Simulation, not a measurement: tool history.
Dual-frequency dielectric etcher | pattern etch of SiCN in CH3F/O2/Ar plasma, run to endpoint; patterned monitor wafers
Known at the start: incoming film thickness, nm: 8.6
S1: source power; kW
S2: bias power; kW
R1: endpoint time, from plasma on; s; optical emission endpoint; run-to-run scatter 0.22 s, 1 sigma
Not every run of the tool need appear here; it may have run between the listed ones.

run 1 day=0 | S1=0.39 S2=0.064 | R1=23.916
run 2 day=0.054 | S1=0.37 S2=0.063 | R1=24.138
run 3 day=0.358 | S1=0.35 S2=0.06 | R1=25.123
run 4 day=0.667 | S1=0.38 S2=0.06 | R1=24.15
run 5 day=0.942 | S1=0.36 S2=0.059 | R1=24.837
run 6 day=1.188 | S1=0.33 S2=0.059 | R1=25.73

Run 7, settings as shown, results not yet in. Your forecast:
run 7 day=1.338 | S1=0.32 S2=0.058 | R1=?

Run 7 yielded R1 25.812 s.
